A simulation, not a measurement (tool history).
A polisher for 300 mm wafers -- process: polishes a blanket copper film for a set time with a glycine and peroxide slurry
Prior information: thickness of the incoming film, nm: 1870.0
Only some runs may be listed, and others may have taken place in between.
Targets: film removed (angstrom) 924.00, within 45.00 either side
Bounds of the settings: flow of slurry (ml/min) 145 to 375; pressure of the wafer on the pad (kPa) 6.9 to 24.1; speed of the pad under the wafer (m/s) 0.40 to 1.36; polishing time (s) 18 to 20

run,hour,flow of slurry (ml/min),pressure of the wafer on the pad (kPa),speed of the pad under the wafer (m/s),polishing time (s),film removed (angstrom)
1,0.0,240,15.2,0.88,20,705.70
2,0.7,240,15.9,0.88,20,729.03
3,7.5,240,15.9,0.98,20,782.79
4,11.6,240,15.9,0.80,20,668.34
5,19.2,240,17.2,0.82,20,720.32
6,22.5,240,18.6,0.84,20,785.73
7,30.2,240,19.3,0.84,20,794.01
8,33.9,240,20.0,0.84,20,822.43
9,36.4,240,20.7,0.84,20,854.47

Which one of the following 4 next-run settings gets every result inside its allowed miss? There is exactly one.
A,38.9,195,24.1,0.82,20,?
B,38.9,255,21.4,0.74,18,?
C,38.9,220,23.4,0.96,20,?
D,38.9,195,24.1,0.98,20,?

move,film removed (angstrom)
A,922.62
B,717.90
C,1043.60
D,1071.20
A: each result inside its tolerance
B: misses by more than the last run did
C: pushes the last run's worst result past its target
D: pushes the last run's worst result past its target
Move A is the one to make.
